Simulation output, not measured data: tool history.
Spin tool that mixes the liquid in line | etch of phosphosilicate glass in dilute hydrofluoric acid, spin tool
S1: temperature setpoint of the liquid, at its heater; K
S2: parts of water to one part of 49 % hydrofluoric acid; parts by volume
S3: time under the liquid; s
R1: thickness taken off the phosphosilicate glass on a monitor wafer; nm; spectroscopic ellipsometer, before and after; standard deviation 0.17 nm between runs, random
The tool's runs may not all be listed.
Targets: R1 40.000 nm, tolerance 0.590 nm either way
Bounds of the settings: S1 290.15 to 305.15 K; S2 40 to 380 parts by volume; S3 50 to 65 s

run  hour      S1   S2  S3      R1
  1   0.0  297.15  210  65  19.248
  2   5.7  299.15  190  65  23.251
  3  14.2  300.65  175  65  27.055
  4  22.3  299.15  175  65  25.570
  5  23.7  300.65  165  65  29.071
  6  28.2  300.65  165  65  29.043
  7  33.1  304.65  135  65  42.717
  8  39.3  304.15  135  65  41.725
  9  46.1  303.65  135  65  41.736

Which of these 5 next moves meets every target?
  A  52.9  304.65  120  55   ?
  B  52.9  301.15  115  60   ?
  C  52.9  305.15  145  65   ?
  D  52.9  303.15  140  65   ?
  E  52.9  305.15  140  65   ?

move      R1
   A  41.516
   B  41.750
   C  39.995
   D  38.791
   E  41.699
A: an improvement on the last run, though not all results are within tolerance
B: about as far from the targets as the last run
C: in spec on every target
D: pushes the last run's worst result past its target
E: about as far from the targets as the last run
C is the move that brings every result within its allowed miss.
